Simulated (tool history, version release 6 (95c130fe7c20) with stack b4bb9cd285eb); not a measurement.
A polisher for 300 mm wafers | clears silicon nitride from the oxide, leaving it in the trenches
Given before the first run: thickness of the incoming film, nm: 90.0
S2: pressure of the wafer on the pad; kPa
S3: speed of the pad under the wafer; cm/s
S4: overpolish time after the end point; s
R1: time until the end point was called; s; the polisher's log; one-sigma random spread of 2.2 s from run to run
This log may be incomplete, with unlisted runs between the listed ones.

{"run": 1, "hour": 0.0, "flow of slurry (ml/min)": 140, "S2": 11.7, "S3": 98, "S4": 28, "R1": 182.82}
{"run": 2, "hour": 4.4, "flow of slurry (ml/min)": 145, "S2": 13.1, "S3": 98, "S4": 28, "R1": 163.43}
{"run": 3, "hour": 11.5, "flow of slurry (ml/min)": 125, "S2": 13.1, "S3": 98, "S4": 28, "R1": 171.63}
{"run": 4, "hour": 20.4, "flow of slurry (ml/min)": 130, "S2": 13.1, "S3": 98, "S4": 28, "R1": 165.61}
{"run": 5, "hour": 23.2, "flow of slurry (ml/min)": 130, "S2": 13.1, "S3": 98, "S4": 28, "R1": 167.13}
{"run": 6, "hour": 27.3, "flow of slurry (ml/min)": 130, "S2": 11.0, "S3": 98, "S4": 28, "R1": 191.53}

Forecast run 7:
{"run": 7, "hour": 31.6, "flow of slurry (ml/min)": 130, "S2": 11.7, "S3": 98, "S4": 28, "R1": "?"}

{"run 7": {"R1": 183.27}}
